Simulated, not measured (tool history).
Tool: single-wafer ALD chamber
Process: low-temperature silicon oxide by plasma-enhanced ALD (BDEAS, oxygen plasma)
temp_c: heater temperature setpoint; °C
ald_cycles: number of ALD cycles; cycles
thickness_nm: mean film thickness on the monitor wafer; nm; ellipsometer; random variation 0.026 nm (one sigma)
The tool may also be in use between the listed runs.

run 1 hour=0 | temp_c=100 ald_cycles=50 | thickness_nm=7.1767
run 2 hour=7.7 | temp_c=99 ald_cycles=52 | thickness_nm=7.4717
run 3 hour=13.6 | temp_c=99 ald_cycles=46 | thickness_nm=6.6082
run 4 hour=17.8 | temp_c=98 ald_cycles=49 | thickness_nm=7.045
run 5 hour=25.8 | temp_c=98 ald_cycles=43 | thickness_nm=6.1897
-- hour=31.5 thermocouple changed; heater temperature recalibrated
run 6 hour=31.5 | temp_c=98 ald_cycles=50 | thickness_nm=7.2398
run 7 hour=38.5 | temp_c=98 ald_cycles=50 | thickness_nm=7.2952

Forecast run 8:
run 8 hour=39.8 | temp_c=95 ald_cycles=51 | thickness_nm=?

thickness_nm: 7.5287 nm
